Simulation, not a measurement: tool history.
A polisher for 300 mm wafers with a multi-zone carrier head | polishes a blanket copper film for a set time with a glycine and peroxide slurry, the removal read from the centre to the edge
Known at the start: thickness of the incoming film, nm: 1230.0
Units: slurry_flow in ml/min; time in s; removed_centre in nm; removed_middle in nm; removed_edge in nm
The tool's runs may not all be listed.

Run 1, hour 0.0: slurry_flow 145 ml/min, centre_zone 1.00, middle_zone 1.00, edge_zone 1.00, time 53 s. Result: removed_centre 330.74 nm, removed_middle 328.63 nm, removed_edge 331.86 nm.
Run 2, hour 2.4: slurry_flow 145 ml/min, centre_zone 1.00, middle_zone 1.04, edge_zone 1.00, time 53 s. Result: removed_centre 327.58 nm, removed_middle 335.07 nm, removed_edge 333.79 nm.
Run 3, hour 3.5: slurry_flow 135 ml/min, centre_zone 0.99, middle_zone 1.03, edge_zone 1.00, time 53 s. Result: removed_centre 324.05 nm, removed_middle 328.90 nm, removed_edge 325.00 nm.
Run 4, hour 8.6: slurry_flow 130 ml/min, centre_zone 0.97, middle_zone 1.02, edge_zone 1.01, time 53 s. Result: removed_centre 315.42 nm, removed_middle 320.92 nm, removed_edge 330.90 nm.
Run 5, hour 9.4: slurry_flow 130 ml/min, centre_zone 0.97, middle_zone 1.02, edge_zone 0.97, time 53 s. Result: removed_centre 313.05 nm, removed_middle 322.16 nm, removed_edge 325.34 nm.
Run 6, hour 11.6: slurry_flow 125 ml/min, centre_zone 0.96, middle_zone 1.02, edge_zone 0.97, time 53 s. Result: removed_centre 307.87 nm, removed_middle 323.90 nm, removed_edge 316.65 nm.
Run 7, hour 14.0: slurry_flow 120 ml/min, centre_zone 0.95, middle_zone 1.01, edge_zone 0.98, time 53 s. Result: removed_centre 299.57 nm, removed_middle 310.94 nm, removed_edge 325.05 nm.

Run 8 comes next. What will it give?
Run 8, hour 14.6: slurry_flow 115 ml/min, centre_zone 0.95, middle_zone 1.01, edge_zone 0.98, time 53 s. Result: removed_centre ?, removed_middle ?, removed_edge ?.

{"run 8": {"removed_centre": 296.63, "removed_middle": 307.85, "removed_edge": 318.69}}
